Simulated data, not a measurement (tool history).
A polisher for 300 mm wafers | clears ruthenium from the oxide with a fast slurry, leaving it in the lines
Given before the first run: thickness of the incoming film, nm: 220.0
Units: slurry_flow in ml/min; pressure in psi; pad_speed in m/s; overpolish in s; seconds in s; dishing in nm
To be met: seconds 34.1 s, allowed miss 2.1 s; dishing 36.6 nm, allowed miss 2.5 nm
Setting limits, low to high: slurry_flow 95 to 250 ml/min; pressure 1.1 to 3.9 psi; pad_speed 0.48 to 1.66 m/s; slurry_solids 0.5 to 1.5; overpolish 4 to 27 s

run 1 day=0 | slurry_flow=160 pressure=2.5 pad_speed=1.06 slurry_solids=1 overpolish=14 | seconds=47.941 dishing=50.348
run 2 day=0.096 | slurry_flow=160 pressure=2 pad_speed=1.06 slurry_solids=1 overpolish=14 | seconds=59.717 dishing=42.411
run 3 day=0.388 | slurry_flow=160 pressure=2.4 pad_speed=1.06 slurry_solids=1 overpolish=14 | seconds=48.79 dishing=47.816
run 4 day=0.721 | slurry_flow=160 pressure=2.6 pad_speed=1.06 slurry_solids=1 overpolish=14 | seconds=45.136 dishing=49.735
run 5 day=0.779 | slurry_flow=160 pressure=2.6 pad_speed=1.32 slurry_solids=1 overpolish=14 | seconds=37.734 dishing=59.879
run 6 day=0.929 | slurry_flow=160 pressure=2.6 pad_speed=1.3 slurry_solids=1 overpolish=13 | seconds=38.274 dishing=56.825
run 7 day=0.983 | slurry_flow=160 pressure=2.7 pad_speed=1.28 slurry_solids=1 overpolish=12 | seconds=35.463 dishing=56.35
run 8 day=1.288 | slurry_flow=160 pressure=2.7 pad_speed=1.26 slurry_solids=1 overpolish=11 | seconds=38.105 dishing=48.805
run 9 day=1.446 | slurry_flow=160 pressure=2.8 pad_speed=1.26 slurry_solids=1 overpolish=10 | seconds=36.376 dishing=48.195
run 10 day=1.696 | slurry_flow=160 pressure=2.8 pad_speed=1.26 slurry_solids=1 overpolish=10 | seconds=34.832 dishing=46.688
run 11 day=1.879 | slurry_flow=165 pressure=2.9 pad_speed=1.26 slurry_solids=1 overpolish=5 | seconds=34.705 dishing=26.463

4 next moves are on the table. One of them brings every result within its allowed miss. Which?
run A day=2.062 | slurry_flow=215 pressure=3.1 pad_speed=1.12 slurry_solids=1.1 overpolish=9 | seconds=? dishing=?
run B day=2.062 | slurry_flow=130 pressure=3.1 pad_speed=1.22 slurry_solids=1.05 overpolish=7 | seconds=? dishing=?
run C day=2.062 | slurry_flow=145 pressure=2.9 pad_speed=1.38 slurry_solids=1 overpolish=8 | seconds=? dishing=?
run D day=2.062 | slurry_flow=170 pressure=3.1 pad_speed=1.1 slurry_solids=1.05 overpolish=9 | seconds=? dishing=?

move=A seconds=33.815 dishing=46.906
move=B seconds=34.704 dishing=36.695
move=C seconds=32.815 dishing=43.438
move=D seconds=36.412 dishing=43.967
A: the result that was furthest off in the last run now lies on the other side of its target
B: all results in spec
C: the result that was furthest off in the last run now lies on the other side of its target
D: the result that was furthest off in the last run now lies on the other side of its target
Go with B: it meets all targets.

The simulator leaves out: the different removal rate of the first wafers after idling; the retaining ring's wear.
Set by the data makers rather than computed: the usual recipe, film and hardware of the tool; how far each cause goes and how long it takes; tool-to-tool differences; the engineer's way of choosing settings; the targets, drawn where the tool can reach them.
